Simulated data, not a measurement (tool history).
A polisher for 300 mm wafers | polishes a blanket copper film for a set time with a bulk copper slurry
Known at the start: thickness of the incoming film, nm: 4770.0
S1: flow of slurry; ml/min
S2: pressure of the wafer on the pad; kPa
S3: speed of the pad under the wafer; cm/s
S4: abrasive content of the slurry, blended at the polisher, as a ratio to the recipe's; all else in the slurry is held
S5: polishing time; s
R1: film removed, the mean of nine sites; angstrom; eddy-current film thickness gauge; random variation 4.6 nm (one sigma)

run	hour	S1	S2	S3	S4	S5	R1
1	0.0	310	15.2	130	1.0	68	6683.4
2	7.4	310	13.1	122	1.0	68	5477.6
3	15.9	310	13.1	100	1.0	68	4741.8
4	19.3	310	11.7	98	1.0	68	4096.5
5	21.5	310	11.7	98	1.0	71	4337.0
6	24.5	260	11.7	98	1.0	71	4160.8
# hour 26.8: slurry nozzle cleaned
7	26.8	255	11.0	98	1.0	71	4161.1

Forecast run 8:
8	30.1	255	10.3	96	1.0	71	?

R1: 3873.3 angstrom
